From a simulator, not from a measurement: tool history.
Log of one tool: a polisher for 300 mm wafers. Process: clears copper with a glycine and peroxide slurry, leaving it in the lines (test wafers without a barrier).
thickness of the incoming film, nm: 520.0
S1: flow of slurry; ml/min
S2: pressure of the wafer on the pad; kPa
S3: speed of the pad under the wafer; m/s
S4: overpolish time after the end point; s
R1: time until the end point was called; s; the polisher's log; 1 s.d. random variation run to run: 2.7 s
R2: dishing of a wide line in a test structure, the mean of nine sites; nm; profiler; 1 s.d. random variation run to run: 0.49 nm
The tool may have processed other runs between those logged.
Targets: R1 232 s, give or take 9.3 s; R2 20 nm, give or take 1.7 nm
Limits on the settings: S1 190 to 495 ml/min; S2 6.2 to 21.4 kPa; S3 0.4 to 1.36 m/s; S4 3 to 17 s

Run 1, hour 0: S1 320 ml/min, S2 13.8 kPa, S3 0.88 m/s, S4 9 s. Result: R1 144.66 s, R2 21.915 nm.
Run 2, hour 7.5: S1 355 ml/min, S2 13.8 kPa, S3 0.88 m/s, S4 9 s. Result: R1 144.35 s, R2 22.45 nm.
Run 3, hour 8: S1 355 ml/min, S2 13.8 kPa, S3 0.88 m/s, S4 12 s. Result: R1 145.16 s, R2 28.157 nm.
Run 4, hour 12: S1 355 ml/min, S2 13.1 kPa, S3 0.86 m/s, S4 12 s. Result: R1 154.09 s, R2 26.597 nm.
Run 5, hour 19.6: S1 420 ml/min, S2 13.1 kPa, S3 0.86 m/s, S4 12 s. Result: R1 152.31 s, R2 27.448 nm.
Run 6, hour 27.7: S1 420 ml/min, S2 15.9 kPa, S3 0.86 m/s, S4 12 s. Result: R1 133.46 s, R2 30.543 nm.
Run 7, hour 31.3: S1 420 ml/min, S2 15.9 kPa, S3 0.86 m/s, S4 12 s. Result: R1 133.86 s, R2 29.452 nm.
Run 8, hour 37.9: S1 420 ml/min, S2 14.5 kPa, S3 0.84 m/s, S4 12 s. Result: R1 145.18 s, R2 28.212 nm.
Run 9, hour 46.5: S1 420 ml/min, S2 14.5 kPa, S3 0.84 m/s, S4 12 s. Result: R1 144.05 s, R2 28.897 nm.
Run 10, hour 49.3: S1 415 ml/min, S2 10.3 kPa, S3 0.78 m/s, S4 13 s. Result: R1 186.47 s, R2 24.275 nm.

Which of these 5 next moves meets every target?
Run A, hour 52.1: S1 440 ml/min, S2 8.3 kPa, S3 0.56 m/s, S4 17 s. Result: R1 ?, R2 ?.
Run B, hour 52.1: S1 350 ml/min, S2 6.2 kPa, S3 0.64 m/s, S4 12 s. Result: R1 ?, R2 ?.
Run C, hour 52.1: S1 455 ml/min, S2 14.5 kPa, S3 0.84 m/s, S4 13 s. Result: R1 ?, R2 ?.
Run D, hour 52.1: S1 310 ml/min, S2 9.7 kPa, S3 0.58 m/s, S4 13 s. Result: R1 ?, R2 ?.
Run E, hour 52.1: S1 325 ml/min, S2 14.5 kPa, S3 0.96 m/s, S4 10 s. Result: R1 ?, R2 ?.

move      R1      R2
   A  255.01  23.721
   B  271.56  16.029
   C  145.43  30.941
   D  238.62  19.619
   E  134.66  26.054
A: takes the result that was furthest off past its target
B: takes the result that was furthest off past its target
C: lands further from the targets than the last run did
D: all results land within tolerance of their targets
E: lands further from the targets than the last run did
Go with D: it meets all targets.

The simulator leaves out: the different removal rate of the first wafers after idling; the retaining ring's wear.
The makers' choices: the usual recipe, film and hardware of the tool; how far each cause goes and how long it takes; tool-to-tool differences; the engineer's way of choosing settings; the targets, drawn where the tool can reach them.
